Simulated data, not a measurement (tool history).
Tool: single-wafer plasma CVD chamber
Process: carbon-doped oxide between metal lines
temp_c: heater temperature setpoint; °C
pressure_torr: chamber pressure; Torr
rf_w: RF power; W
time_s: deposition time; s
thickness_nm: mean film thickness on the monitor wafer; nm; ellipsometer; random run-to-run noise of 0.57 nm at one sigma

Run 1, hour 0: temp_c 360 °C, pressure_torr 3.52 Torr, rf_w 540 W, time_s 21.7 s. Result: thickness_nm 117.42 nm.
Run 2, hour 3.6: temp_c 361 °C, pressure_torr 3.44 Torr, rf_w 520 W, time_s 21.7 s. Result: thickness_nm 112.04 nm.
Run 3, hour 11.4: temp_c 371 °C, pressure_torr 3.44 Torr, rf_w 520 W, time_s 21.7 s. Result: thickness_nm 110.95 nm.
Run 4, hour 19.9: temp_c 371 °C, pressure_torr 3.36 Torr, rf_w 510 W, time_s 21.7 s. Result: thickness_nm 107.91 nm.
Run 5, hour 22.7: temp_c 371 °C, pressure_torr 3.36 Torr, rf_w 580 W, time_s 21.7 s. Result: thickness_nm 119.59 nm.
Run 6, hour 25.1: temp_c 372 °C, pressure_torr 3.26 Torr, rf_w 565 W, time_s 21.7 s. Result: thickness_nm 118.73 nm.
At hour 32.8: capacitance manometer re-zeroed and calibrated.
Run 7, hour 32.8: temp_c 372 °C, pressure_torr 3.27 Torr, rf_w 550 W, time_s 21.7 s. Result: thickness_nm 116.03 nm.
Run 8, hour 40.5: temp_c 372 °C, pressure_torr 3.28 Torr, rf_w 535 W, time_s 21.7 s. Result: thickness_nm 113.53 nm.

Forecast run 9:
Run 9, hour 42.8: temp_c 372 °C, pressure_torr 3.29 Torr, rf_w 520 W, time_s 21.7 s. Result: thickness_nm ?.

{"run 9": {"thickness_nm": 111.64}}
